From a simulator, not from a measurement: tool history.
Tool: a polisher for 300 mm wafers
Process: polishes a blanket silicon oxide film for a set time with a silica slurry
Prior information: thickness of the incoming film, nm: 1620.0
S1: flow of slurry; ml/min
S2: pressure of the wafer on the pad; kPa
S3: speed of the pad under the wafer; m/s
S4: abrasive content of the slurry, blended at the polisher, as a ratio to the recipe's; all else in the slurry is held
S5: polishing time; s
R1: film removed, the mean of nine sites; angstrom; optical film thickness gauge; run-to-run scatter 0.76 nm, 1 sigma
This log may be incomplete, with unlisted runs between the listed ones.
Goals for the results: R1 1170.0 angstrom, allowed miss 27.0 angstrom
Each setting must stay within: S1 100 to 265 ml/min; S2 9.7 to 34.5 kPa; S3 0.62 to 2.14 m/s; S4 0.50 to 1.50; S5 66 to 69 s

{"run": 1, "day": 0.0, "S1": 170, "S2": 22.1, "S3": 1.38, "S4": 1.0, "S5": 66, "R1": 1412.2}
{"run": 2, "day": 0.117, "S1": 170, "S2": 22.1, "S3": 1.68, "S4": 1.0, "S5": 66, "R1": 1628.4}
{"run": 3, "day": 0.283, "S1": 160, "S2": 20.0, "S3": 1.68, "S4": 1.0, "S5": 66, "R1": 1445.0}
{"run": 4, "day": 0.638, "S1": 160, "S2": 24.8, "S3": 1.68, "S4": 1.0, "S5": 66, "R1": 1795.5}
{"run": 5, "day": 0.692, "S1": 150, "S2": 22.8, "S3": 1.68, "S4": 1.0, "S5": 66, "R1": 1643.4}
{"run": 6, "day": 0.875, "S1": 150, "S2": 22.8, "S3": 1.68, "S4": 1.15, "S5": 66, "R1": 1768.6}
{"run": 7, "day": 0.9, "S1": 150, "S2": 22.8, "S3": 1.68, "S4": 1.15, "S5": 66, "R1": 1765.2}
{"run": 8, "day": 1.138, "S1": 140, "S2": 20.7, "S3": 1.68, "S4": 1.15, "S5": 66, "R1": 1604.5}
{"run": 9, "day": 1.292, "S1": 135, "S2": 18.6, "S3": 1.68, "S4": 1.15, "S5": 66, "R1": 1435.2}
{"run": 10, "day": 1.467, "S1": 130, "S2": 17.2, "S3": 1.68, "S4": 1.15, "S5": 66, "R1": 1321.7}
{"day": 1.508, "done": "worn pad replaced by a new one"}
{"run": 11, "day": 1.508, "S1": 110, "S2": 14.5, "S3": 1.68, "S4": 1.15, "S5": 66, "R1": 1259.4}

Which single option among these 4 for the next run brings every result within its allowed miss of target? Just one does.
{"run": "A", "day": 1.55, "S1": 105, "S2": 15.2, "S3": 1.62, "S4": 1.15, "S5": 67, "R1": "?"}
{"run": "B", "day": 1.55, "S1": 125, "S2": 16.5, "S3": 1.38, "S4": 1.15, "S5": 66, "R1": "?"}
{"run": "C", "day": 1.55, "S1": 135, "S2": 13.8, "S3": 1.54, "S4": 1.25, "S5": 69, "R1": "?"}
{"run": "D", "day": 1.55, "S1": 135, "S2": 11.0, "S3": 2.14, "S4": 1.05, "S5": 69, "R1": "?"}

move=A R1=1274.4
move=B R1=1242.1
move=C R1=1235.9
move=D R1=1168.6
A: further off than the last run
B: nearer the targets than the last run, but a result is still out of spec
C: nearer the targets than the last run, but a result is still out of spec
D: every result within its allowed miss
Move D is the one to make.
